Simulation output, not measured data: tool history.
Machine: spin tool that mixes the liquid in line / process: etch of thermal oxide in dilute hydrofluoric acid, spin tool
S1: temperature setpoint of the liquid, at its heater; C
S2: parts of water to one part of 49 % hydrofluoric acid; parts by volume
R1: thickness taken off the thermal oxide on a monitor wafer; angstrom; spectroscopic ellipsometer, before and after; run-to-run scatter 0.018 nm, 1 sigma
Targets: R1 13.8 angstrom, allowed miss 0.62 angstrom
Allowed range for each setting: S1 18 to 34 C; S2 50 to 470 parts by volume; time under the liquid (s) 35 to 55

{"run": 1, "hour": 0.0, "S1": 26, "S2": 260, "time under the liquid (s)": 55, "R1": 9.0139}
{"run": 2, "hour": 3.0, "S1": 28, "S2": 245, "time under the liquid (s)": 55, "R1": 10.298}
{"run": 3, "hour": 11.8, "S1": 28, "S2": 305, "time under the liquid (s)": 55, "R1": 7.9473}
{"run": 4, "hour": 12.4, "S1": 28, "S2": 380, "time under the liquid (s)": 55, "R1": 5.8932}
{"run": 5, "hour": 18.7, "S1": 28, "S2": 305, "time under the liquid (s)": 55, "R1": 7.9701}
{"run": 6, "hour": 21.4, "S1": 29.5, "S2": 275, "time under the liquid (s)": 55, "R1": 9.6904}
{"run": 7, "hour": 25.7, "S1": 30.5, "S2": 260, "time under the liquid (s)": 55, "R1": 10.492}
{"run": 8, "hour": 27.4, "S1": 30.5, "S2": 260, "time under the liquid (s)": 55, "R1": 10.349}
{"run": 9, "hour": 30.0, "S1": 31.5, "S2": 245, "time under the liquid (s)": 55, "R1": 11.772}
{"run": 10, "hour": 35.1, "S1": 32, "S2": 240, "time under the liquid (s)": 55, "R1": 12.432}
{"run": 11, "hour": 35.8, "S1": 32, "S2": 240, "time under the liquid (s)": 55, "R1": 12.547}
{"run": 12, "hour": 42.6, "S1": 32.5, "S2": 240, "time under the liquid (s)": 55, "R1": 12.391}

Below are 4 possible settings for the next run. Only one of them brings all results inside the allowed miss of their targets. Which is it?
{"run": "A", "hour": 49.4, "S1": 32.5, "S2": 195, "time under the liquid (s)": 35, "R1": "?"}
{"run": "B", "hour": 49.4, "S1": 33, "S2": 255, "time under the liquid (s)": 55, "R1": "?"}
{"run": "C", "hour": 49.4, "S1": 32, "S2": 220, "time under the liquid (s)": 55, "R1": "?"}
{"run": "D", "hour": 49.4, "S1": 33, "S2": 275, "time under the liquid (s)": 55, "R1": "?"}

move=A R1=10.747
move=B R1=12.172
move=C R1=14.258
move=D R1=11.017
A: moves away from the targets compared with the last run
B: moves away from the targets compared with the last run
C: each result inside its tolerance
D: moves away from the targets compared with the last run
Go with C: it meets all targets.
